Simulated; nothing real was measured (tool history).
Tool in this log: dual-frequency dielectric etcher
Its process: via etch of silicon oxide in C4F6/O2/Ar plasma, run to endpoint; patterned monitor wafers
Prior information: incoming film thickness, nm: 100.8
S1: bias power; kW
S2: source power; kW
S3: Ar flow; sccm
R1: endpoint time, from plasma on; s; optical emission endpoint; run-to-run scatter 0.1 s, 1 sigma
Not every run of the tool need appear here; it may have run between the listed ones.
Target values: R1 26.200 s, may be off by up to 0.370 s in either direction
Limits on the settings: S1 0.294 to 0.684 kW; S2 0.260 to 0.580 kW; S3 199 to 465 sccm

run,hour,S1,S2,S3,R1
1,0.0,0.489,0.420,332,21.912
2,5.2,0.489,0.470,332,21.335
3,10.4,0.453,0.450,337,22.245
4,15.4,0.453,0.410,337,22.982
# hour 17.6: bias power generator calibrated
5,17.6,0.453,0.440,337,22.017
6,23.6,0.453,0.500,337,21.118
7,30.6,0.425,0.470,342,22.158
8,38.1,0.401,0.450,346,22.996
9,43.4,0.382,0.440,348,23.327
10,51.3,0.366,0.430,351,24.089

Which one of the following 4 next-run settings gets every result inside its allowed miss? There is exactly one.
A,59.2,0.346,0.390,373,?
B,59.2,0.362,0.380,362,?
C,59.2,0.294,0.420,376,?
D,59.2,0.331,0.400,331,?

move,R1
A,25.339
B,25.033
C,26.234
D,25.124
A: nearer the targets than the last run, but a result is still out of spec
B: nearer the targets than the last run, but a result is still out of spec
C: every result within its allowed miss
D: nearer the targets than the last run, but a result is still out of spec
C meets every target.

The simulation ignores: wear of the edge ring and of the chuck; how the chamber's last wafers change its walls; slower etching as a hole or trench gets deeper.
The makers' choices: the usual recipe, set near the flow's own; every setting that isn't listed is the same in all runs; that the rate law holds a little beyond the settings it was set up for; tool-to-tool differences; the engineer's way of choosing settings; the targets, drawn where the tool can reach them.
